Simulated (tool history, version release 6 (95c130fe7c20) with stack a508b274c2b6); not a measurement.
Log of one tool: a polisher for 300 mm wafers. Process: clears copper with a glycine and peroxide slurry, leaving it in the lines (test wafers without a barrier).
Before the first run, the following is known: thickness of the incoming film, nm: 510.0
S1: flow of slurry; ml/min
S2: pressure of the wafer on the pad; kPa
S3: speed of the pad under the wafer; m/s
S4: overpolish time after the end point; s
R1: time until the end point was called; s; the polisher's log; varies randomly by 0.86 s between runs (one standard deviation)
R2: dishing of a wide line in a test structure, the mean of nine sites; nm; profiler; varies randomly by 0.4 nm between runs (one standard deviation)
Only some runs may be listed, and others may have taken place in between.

run 1 hour=0 | S1=140 S2=14.5 S3=1.12 S4=12 | R1=126.6 R2=33.218
run 2 hour=8.7 | S1=140 S2=14.5 S3=1 S4=12 | R1=141.61 R2=29.773
run 3 hour=17.1 | S1=140 S2=15.9 S3=1 S4=12 | R1=130.8 R2=31.907
run 4 hour=21.3 | S1=150 S2=16.5 S3=1 S4=11 | R1=123.09 R2=30.577
run 5 hour=25.1 | S1=170 S2=16.5 S3=1 S4=11 | R1=119.97 R2=31.839
-- hour=32.8 head pressure recalibrated
run 6 hour=32.8 | S1=205 S2=16.5 S3=1 S4=11 | R1=125.22 R2=31.785

Run 7 has not been measured yet. What should we expect?
run 7 hour=41.7 | S1=190 S2=17.2 S3=1 S4=10 | R1=? R2=?

{"run 7": {"R1": 120.47, "R2": 28.962}}

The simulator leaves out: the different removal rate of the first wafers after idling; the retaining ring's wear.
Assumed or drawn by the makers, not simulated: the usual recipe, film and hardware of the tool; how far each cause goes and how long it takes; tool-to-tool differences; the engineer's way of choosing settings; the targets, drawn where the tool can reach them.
